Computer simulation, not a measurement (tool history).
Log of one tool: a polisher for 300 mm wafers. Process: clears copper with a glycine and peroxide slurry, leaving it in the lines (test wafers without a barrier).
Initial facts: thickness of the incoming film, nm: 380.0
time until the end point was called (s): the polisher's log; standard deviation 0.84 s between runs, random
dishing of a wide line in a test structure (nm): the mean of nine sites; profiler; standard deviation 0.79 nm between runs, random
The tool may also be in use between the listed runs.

run,hour,flow of slurry (ml/min),pressure of the wafer on the pad (psi),speed of the pad under the wafer (cm/s),overpolish time after the end point (s),time until the end point was called (s),dishing of a wide line in a test structure (nm)
1,0,225,1.7,110,12,85.834,37.988
2,7.1,225,1.7,132,12,73.646,42.556
3,13,225,1.7,132,8,74.103,29.521
4,20.4,220,1.6,130,10,78.512,35.68
5,21.8,215,1.5,132,11,81.128,36.728
6,24.5,215,1.5,132,15,81.661,48.514
7,29.7,210,1.4,132,16,83.547,46.964
8,34.1,205,1.3,130,17,90.217,47.304
# hour 38.5: head pressure recalibrated
9,38.5,200,1.3,130,18,84.264,52.175
10,40.8,220,1.3,130,18,85.125,54.105
11,46.9,205,1.3,130,19,84.848,54.425

For run 12, what comes out?
12,50.9,200,1.2,130,19,?,?

time until the end point was called (s): 89.385
dishing of a wide line in a test structure (nm): 54.035
